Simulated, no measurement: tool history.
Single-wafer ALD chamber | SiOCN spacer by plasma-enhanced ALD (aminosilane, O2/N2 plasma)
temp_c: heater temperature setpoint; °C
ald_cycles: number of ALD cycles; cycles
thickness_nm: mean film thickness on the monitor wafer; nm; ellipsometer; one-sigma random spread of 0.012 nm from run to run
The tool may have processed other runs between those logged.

| run | hour | temp_c | ald_cycles | thickness_nm |
|---|---|---|---|---|
| 1 | 0.0 | 380 | 48 | 2.7731 |
| 2 | 8.1 | 380 | 45 | 2.5650 |
| 3 | 15.6 | 380 | 43 | 2.4769 |
| 4 | 18.8 | 385 | 43 | 2.4794 |
| 5 | 20.1 | 385 | 41 | 2.3613 |
| 6 | 27.7 | 392 | 41 | 2.3508 |
| 7 | 36.6 | 392 | 40 | 2.3011 |

Predict the results of run 8:
| 8 | 44.6 | 392 | 39 | ? |

{"run 8": {"thickness_nm": 2.2406}}

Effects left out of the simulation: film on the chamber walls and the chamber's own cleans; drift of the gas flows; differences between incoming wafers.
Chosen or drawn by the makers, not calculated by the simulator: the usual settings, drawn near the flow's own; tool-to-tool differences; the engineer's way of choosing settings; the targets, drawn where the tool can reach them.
